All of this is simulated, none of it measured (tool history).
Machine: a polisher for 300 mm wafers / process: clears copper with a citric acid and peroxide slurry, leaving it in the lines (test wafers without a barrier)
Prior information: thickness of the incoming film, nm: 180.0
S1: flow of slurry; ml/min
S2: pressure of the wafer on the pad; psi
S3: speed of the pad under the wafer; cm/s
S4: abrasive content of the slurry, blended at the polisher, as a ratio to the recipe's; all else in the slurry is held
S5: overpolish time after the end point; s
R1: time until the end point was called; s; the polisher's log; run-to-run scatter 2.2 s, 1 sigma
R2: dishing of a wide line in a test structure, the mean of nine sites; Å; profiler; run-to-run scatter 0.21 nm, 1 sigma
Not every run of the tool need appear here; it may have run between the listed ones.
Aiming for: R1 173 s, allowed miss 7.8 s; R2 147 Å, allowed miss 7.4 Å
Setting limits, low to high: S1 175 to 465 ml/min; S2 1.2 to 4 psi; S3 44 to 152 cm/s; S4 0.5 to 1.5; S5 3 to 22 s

Run 1, hour 0: S1 295 ml/min, S2 2.6 psi, S3 98 cm/s, S4 1, S5 11 s. Result: R1 93.112 s, R2 158.93 Å.
Run 2, hour 5.3: S1 295 ml/min, S2 2.2 psi, S3 96 cm/s, S4 1, S5 13 s. Result: R1 112.29 s, R2 154.31 Å.
Run 3, hour 12.9: S1 295 ml/min, S2 2.2 psi, S3 96 cm/s, S4 1, S5 10 s. Result: R1 113.24 s, R2 124.26 Å.
Run 4, hour 17.1: S1 295 ml/min, S2 1.9 psi, S3 96 cm/s, S4 1, S5 12 s. Result: R1 131.04 s, R2 127.96 Å.
Run 5, hour 22.2: S1 355 ml/min, S2 1.9 psi, S3 96 cm/s, S4 1, S5 12 s. Result: R1 126.61 s, R2 130.82 Å.
Run 6, hour 24.6: S1 355 ml/min, S2 1.6 psi, S3 96 cm/s, S4 1, S5 12 s. Result: R1 151.68 s, R2 111.87 Å.
Run 7, hour 30.5: S1 355 ml/min, S2 1.5 psi, S3 96 cm/s, S4 1, S5 14 s. Result: R1 161.19 s, R2 120.41 Å.
Run 8, hour 36.1: S1 355 ml/min, S2 1.5 psi, S3 96 cm/s, S4 1, S5 15 s. Result: R1 159.26 s, R2 126.73 Å.

Which of these 5 next moves meets every target?
Run A, hour 41.7: S1 405 ml/min, S2 1.7 psi, S3 90 cm/s, S4 0.8, S5 17 s. Result: R1 ?, R2 ?.
Run B, hour 41.7: S1 355 ml/min, S2 1.6 psi, S3 90 cm/s, S4 1.15, S5 15 s. Result: R1 ?, R2 ?.
Run C, hour 41.7: S1 325 ml/min, S2 1.7 psi, S3 88 cm/s, S4 0.75, S5 13 s. Result: R1 ?, R2 ?.
Run D, hour 41.7: S1 315 ml/min, S2 1.4 psi, S3 96 cm/s, S4 1.1, S5 19 s. Result: R1 ?, R2 ?.
Run E, hour 41.7: S1 395 ml/min, S2 1.4 psi, S3 102 cm/s, S4 1.1, S5 15 s. Result: R1 ?, R2 ?.

move      R1      R2
   A  155.58  147.82
   B  157.24  131.56
   C  162.91     113
   D  170.58  148.88
   E  158.46  129.94
A: brings the last run's worst result on target, with another outside its allowed miss
B: an improvement on the last run, though not all results are within tolerance
C: misses by more than the last run did
D: meets every target
E: an improvement on the last run, though not all results are within tolerance
So the answer is move D, the one that meets all the targets.

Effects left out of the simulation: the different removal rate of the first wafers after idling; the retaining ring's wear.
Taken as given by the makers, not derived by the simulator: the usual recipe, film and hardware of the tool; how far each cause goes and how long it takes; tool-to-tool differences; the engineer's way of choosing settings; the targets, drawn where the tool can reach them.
